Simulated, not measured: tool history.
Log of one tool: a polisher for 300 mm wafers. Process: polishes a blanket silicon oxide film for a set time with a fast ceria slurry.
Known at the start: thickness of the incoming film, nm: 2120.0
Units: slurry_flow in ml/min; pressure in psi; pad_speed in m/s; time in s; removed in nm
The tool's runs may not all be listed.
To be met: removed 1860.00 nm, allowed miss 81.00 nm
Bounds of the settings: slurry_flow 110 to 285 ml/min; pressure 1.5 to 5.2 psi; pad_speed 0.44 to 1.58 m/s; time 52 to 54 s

run,day,slurry_flow,pressure,pad_speed,time,removed
1,0.000,180,3.3,1.00,52,958.76
2,0.175,180,3.3,0.84,52,826.83
3,0.438,140,3.3,0.84,52,807.53
4,0.492,140,3.8,0.90,52,952.52
5,0.808,145,4.2,0.98,52,1126.90
6,0.829,145,4.2,0.78,52,951.01
7,0.904,150,4.5,0.90,52,1140.90
8,1.167,150,5.2,1.18,53,1688.80
9,1.433,150,5.2,1.20,53,1738.30
10,1.579,150,5.2,1.22,53,1717.50
11,1.858,150,5.2,1.24,53,1745.90

Which of these 5 next moves meets every target?
A,2.138,180,5.2,1.26,53,?
B,2.138,125,5.2,1.18,54,?
C,2.138,200,4.5,1.24,52,?
D,2.138,135,4.9,1.28,52,?
E,2.138,200,4.4,1.24,52,?

move,removed
A,1844.80
B,1649.00
C,1573.90
D,1639.10
E,1539.70
A: meets every target
B: further off than the last run
C: further off than the last run
D: further off than the last run
E: further off than the last run
The right move is A.
